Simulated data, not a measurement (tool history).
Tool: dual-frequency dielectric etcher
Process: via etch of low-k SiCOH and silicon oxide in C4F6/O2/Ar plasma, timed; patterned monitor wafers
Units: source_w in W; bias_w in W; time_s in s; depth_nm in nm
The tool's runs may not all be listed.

{"run": 1, "hour": 0.0, "source_w": 250, "bias_w": 207, "time_s": 84.5, "depth_nm": 211.26}
{"run": 2, "hour": 2.1, "source_w": 250, "bias_w": 191, "time_s": 84.5, "depth_nm": 203.67}
{"run": 3, "hour": 3.7, "source_w": 270, "bias_w": 193, "time_s": 84.5, "depth_nm": 211.82}
{"run": 4, "hour": 7.2, "source_w": 280, "bias_w": 194, "time_s": 84.5, "depth_nm": 214.94}
{"run": 5, "hour": 15.7, "source_w": 280, "bias_w": 194, "time_s": 84.5, "depth_nm": 216.48}
{"run": 6, "hour": 21.1, "source_w": 300, "bias_w": 194, "time_s": 84.5, "depth_nm": 221.13}
{"run": 7, "hour": 23.7, "source_w": 310, "bias_w": 195, "time_s": 84.5, "depth_nm": 222.98}

The next listed run, before its measurement:
{"run": 8, "hour": 28.6, "source_w": 320, "bias_w": 196, "time_s": 84.5, "depth_nm": "?"}

Run 8 gave depth_nm 225.11 nm.

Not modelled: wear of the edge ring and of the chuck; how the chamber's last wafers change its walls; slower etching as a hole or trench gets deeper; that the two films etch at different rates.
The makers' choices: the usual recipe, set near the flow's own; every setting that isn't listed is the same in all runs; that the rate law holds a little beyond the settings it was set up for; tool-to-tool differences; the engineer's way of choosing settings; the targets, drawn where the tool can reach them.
